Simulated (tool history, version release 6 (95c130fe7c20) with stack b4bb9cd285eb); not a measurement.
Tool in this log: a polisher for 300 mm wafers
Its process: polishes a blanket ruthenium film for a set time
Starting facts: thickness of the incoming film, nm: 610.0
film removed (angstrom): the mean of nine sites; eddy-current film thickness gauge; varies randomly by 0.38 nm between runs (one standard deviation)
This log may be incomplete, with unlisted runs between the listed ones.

run  hour  flow of slurry (ml/min)  pressure of the wafer on the pad (kPa)  speed of the pad under the wafer (cm/s)  polishing time (s)  film removed (angstrom)
  1     0                      285                                    11.7                                      118                  48                   527.72
  2   4.3                      285                                      11                                      114                  48                   491.64
  3   7.1                      285                                    10.3                                      110                  48                   448.01
  4   9.2                      285                                     9.7                                      108                  48                   408.49
  5  18.1                      285                                       9                                      106                  48                    387.8
  6  26.8                      285                                     8.3                                      104                  48                   340.98
  7  33.3                      285                                     8.3                                      104                  48                   353.34

What will run 8 give?
  8  33.9                      285                                     8.3                                      102                  48                        ?

film removed (angstrom): 353.56
